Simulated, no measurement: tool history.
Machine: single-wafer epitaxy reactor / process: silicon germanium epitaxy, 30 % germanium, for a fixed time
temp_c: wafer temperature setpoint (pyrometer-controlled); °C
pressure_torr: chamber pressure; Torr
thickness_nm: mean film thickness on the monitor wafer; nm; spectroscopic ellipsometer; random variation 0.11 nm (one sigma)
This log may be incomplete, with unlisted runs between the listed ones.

Run 1, hour 0.0: temp_c 575 °C, pressure_torr 14.9 Torr. Result: thickness_nm 31.917 nm.
Run 2, hour 8.5: temp_c 578 °C, pressure_torr 14.9 Torr. Result: thickness_nm 33.660 nm.
Run 3, hour 17.1: temp_c 578 °C, pressure_torr 12.3 Torr. Result: thickness_nm 31.556 nm.
Run 4, hour 25.5: temp_c 578 °C, pressure_torr 10.1 Torr. Result: thickness_nm 29.574 nm.
Run 5, hour 32.0: temp_c 581 °C, pressure_torr 10.5 Torr. Result: thickness_nm 31.577 nm.
Run 6, hour 38.3: temp_c 584 °C, pressure_torr 10.9 Torr. Result: thickness_nm 33.639 nm.

For run 7, what comes out?
Run 7, hour 38.9: temp_c 586 °C, pressure_torr 11.4 Torr. Result: thickness_nm ?.

thickness_nm: 35.449 nm

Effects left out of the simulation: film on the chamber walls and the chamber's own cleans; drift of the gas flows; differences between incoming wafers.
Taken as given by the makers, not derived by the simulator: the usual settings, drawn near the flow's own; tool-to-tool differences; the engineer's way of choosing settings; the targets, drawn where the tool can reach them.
